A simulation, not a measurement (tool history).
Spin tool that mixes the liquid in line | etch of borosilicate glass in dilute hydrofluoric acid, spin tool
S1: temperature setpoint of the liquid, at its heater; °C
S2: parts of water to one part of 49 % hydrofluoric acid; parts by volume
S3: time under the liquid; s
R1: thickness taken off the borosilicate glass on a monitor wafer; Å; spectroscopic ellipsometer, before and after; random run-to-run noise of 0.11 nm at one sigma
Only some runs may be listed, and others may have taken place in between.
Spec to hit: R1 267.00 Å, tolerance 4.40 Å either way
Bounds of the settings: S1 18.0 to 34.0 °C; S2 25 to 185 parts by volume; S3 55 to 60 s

run    day    S1   S2  S3      R1
  1  0.000  26.0  105  55  309.28
  2  0.246  26.0  105  55  307.76
  3  0.588  26.0  105  60  337.00
  4  0.758  29.5  105  60  384.71
  5  0.900  31.0  105  60  406.86
  6  1.158  32.5  105  60  431.49
  7  1.317  29.5  105  60  387.83
  8  1.358  29.5  105  60  385.25
  9  1.733  27.0  105  60  349.36
 10  2.062  25.5  105  60  330.53
 11  2.217  24.5  105  60  317.12

Pick the move, out of 4, that brings all results within their allowed miss; only one does.
  A  2.371  26.0   90  60   ?
  B  2.371  24.0  120  60   ?
  C  2.371  21.5  105  55   ?
  D  2.371  24.0   90  60   ?

move      R1
   A  398.34
   B  266.12
   C  256.91
   D  368.04
A: lands further from the targets than the last run did
B: hits every target within its allowed miss
C: the result that was furthest off in the last run now lies on the other side of its target
D: lands further from the targets than the last run did
B is the move that brings every result within its allowed miss.
